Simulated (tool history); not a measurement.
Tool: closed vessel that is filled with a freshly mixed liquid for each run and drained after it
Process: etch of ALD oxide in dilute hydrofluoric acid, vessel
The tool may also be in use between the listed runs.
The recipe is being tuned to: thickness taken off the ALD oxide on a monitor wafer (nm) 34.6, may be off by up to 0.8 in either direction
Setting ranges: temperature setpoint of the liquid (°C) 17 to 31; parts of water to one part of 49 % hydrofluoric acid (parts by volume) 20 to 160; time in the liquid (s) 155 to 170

run,day,temperature setpoint of the liquid (°C),parts of water to one part of 49 % hydrofluoric acid (parts by volume),time in the liquid (s),thickness taken off the ALD oxide on a monitor wafer (nm)
1,0,23,90,155,28.413
2,0.175,23,90,155,28.398
3,0.242,19.5,90,155,24.305
4,0.6,20.5,90,155,25.377
5,0.862,21,90,155,26.342
6,0.958,21.5,90,155,26.458
7,1.275,22,90,155,27.139
8,1.521,22.5,90,155,27.85
9,1.746,23,90,155,28.214
10,1.929,23.5,90,155,28.681
11,2.262,24,90,155,29.432
12,2.529,24.5,90,155,30.055
13,2.633,25,90,155,30.731

Pick the move, out of 5, that brings all results within their allowed miss; only one does.
A,2.738,25,85,165,?
B,2.738,24,80,170,?
C,2.738,27,120,170,?
D,2.738,23,100,170,?
E,2.738,26,95,170,?

move,thickness taken off the ALD oxide on a monitor wafer (nm)
A,34.687
B,36.718
C,26.157
D,27.533
E,32.833
A: in spec on every target
B: moves the result that the last run missed by most past its target, out the other side
C: moves away from the targets compared with the last run
D: moves away from the targets compared with the last run
E: closer than the last run, but not yet in spec
So the answer is move A, the one that meets all the targets.
